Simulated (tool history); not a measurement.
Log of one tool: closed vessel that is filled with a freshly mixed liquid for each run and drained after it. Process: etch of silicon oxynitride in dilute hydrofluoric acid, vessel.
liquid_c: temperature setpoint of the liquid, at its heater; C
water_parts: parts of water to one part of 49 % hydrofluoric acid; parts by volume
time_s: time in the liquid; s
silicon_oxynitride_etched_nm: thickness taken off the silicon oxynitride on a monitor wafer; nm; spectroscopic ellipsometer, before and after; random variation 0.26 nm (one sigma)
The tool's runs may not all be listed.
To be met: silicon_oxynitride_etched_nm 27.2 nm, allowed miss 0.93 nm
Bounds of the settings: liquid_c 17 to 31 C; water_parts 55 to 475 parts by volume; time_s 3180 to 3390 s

Run 1, day 0: liquid_c 23 C, water_parts 265 parts by volume, time_s 3180 s. Result: silicon_oxynitride_etched_nm 34.806 nm.
Run 2, day 0.167: liquid_c 24.5 C, water_parts 265 parts by volume, time_s 3180 s. Result: silicon_oxynitride_etched_nm 37.238 nm.
Run 3, day 0.371: liquid_c 26.5 C, water_parts 265 parts by volume, time_s 3180 s. Result: silicon_oxynitride_etched_nm 40.877 nm.
Run 4, day 0.508: liquid_c 26.5 C, water_parts 265 parts by volume, time_s 3390 s. Result: silicon_oxynitride_etched_nm 44.101 nm.
Run 5, day 0.538: liquid_c 25 C, water_parts 270 parts by volume, time_s 3390 s. Result: silicon_oxynitride_etched_nm 39.789 nm.
Run 6, day 0.879: liquid_c 24 C, water_parts 270 parts by volume, time_s 3390 s. Result: silicon_oxynitride_etched_nm 37.801 nm.
Run 7, day 1.025: liquid_c 23 C, water_parts 270 parts by volume, time_s 3390 s. Result: silicon_oxynitride_etched_nm 36.295 nm.
Run 8, day 1.271: liquid_c 22 C, water_parts 270 parts by volume, time_s 3390 s. Result: silicon_oxynitride_etched_nm 35.185 nm.
Run 9, day 1.412: liquid_c 21 C, water_parts 270 parts by volume, time_s 3390 s. Result: silicon_oxynitride_etched_nm 33.847 nm.
Run 10, day 1.658: liquid_c 20.5 C, water_parts 270 parts by volume, time_s 3390 s. Result: silicon_oxynitride_etched_nm 32.658 nm.
Run 11, day 1.908: liquid_c 20 C, water_parts 270 parts by volume, time_s 3390 s. Result: silicon_oxynitride_etched_nm 31.759 nm.

Which of these 5 next moves meets every target?
Run A, day 2.158: liquid_c 19.5 C, water_parts 230 parts by volume, time_s 3180 s. Result: silicon_oxynitride_etched_nm ?.
Run B, day 2.158: liquid_c 25 C, water_parts 285 parts by volume, time_s 3180 s. Result: silicon_oxynitride_etched_nm ?.
Run C, day 2.158: liquid_c 18 C, water_parts 225 parts by volume, time_s 3390 s. Result: silicon_oxynitride_etched_nm ?.
Run D, day 2.158: liquid_c 24 C, water_parts 355 parts by volume, time_s 3365 s. Result: silicon_oxynitride_etched_nm ?.
Run E, day 2.158: liquid_c 17 C, water_parts 280 parts by volume, time_s 3180 s. Result: silicon_oxynitride_etched_nm ?.

move  silicon_oxynitride_etched_nm
   A                        35.149
   B                        35.068
   C                        35.785
   D                        27.285
   E                        24.972
A: further off than the last run
B: further off than the last run
C: further off than the last run
D: meets every target
E: takes the result that was furthest off past its target
Move D is the one to make.
